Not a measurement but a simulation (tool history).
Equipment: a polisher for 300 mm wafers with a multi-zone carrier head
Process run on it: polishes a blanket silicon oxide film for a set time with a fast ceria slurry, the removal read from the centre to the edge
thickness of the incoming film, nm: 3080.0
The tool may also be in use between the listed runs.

run,hour,flow of slurry (ml/min),pressure of the head's centre zone,pressure of the head's middle zone,pressure of the head's edge zone,polishing time (s),film removed at the wafer's centre (nm),film removed at mid-radius (nm),film removed at the wafer's edge (nm)
1,0.0,230,1.00,1.00,1.00,41,389.66,389.41,421.24
2,8.5,230,1.00,1.07,1.00,41,392.49,420.17,411.94
3,16.7,260,1.00,1.07,1.00,41,396.72,421.54,418.54
4,23.8,260,1.00,1.12,1.00,41,392.90,437.25,416.02
5,31.2,260,1.01,1.05,0.98,39,382.85,399.31,387.19
6,39.7,260,1.01,1.05,0.98,35,334.26,353.20,354.24
7,45.5,260,1.03,1.01,0.99,35,346.86,341.45,351.46
8,46.7,260,1.03,1.01,0.99,35,350.79,343.09,355.36
# hour 50.6: edge zone pressure recalibrated
9,50.6,260,1.04,0.98,1.00,35,353.72,324.69,342.23
10,53.0,255,1.03,0.96,1.01,36,357.13,324.89,355.18

What does the tool deliver on the next run?
11,60.5,250,1.03,0.95,1.02,36,?,?,?

film removed at the wafer's centre (nm): 366.05
film removed at mid-radius (nm): 334.98
film removed at the wafer's edge (nm): 353.96
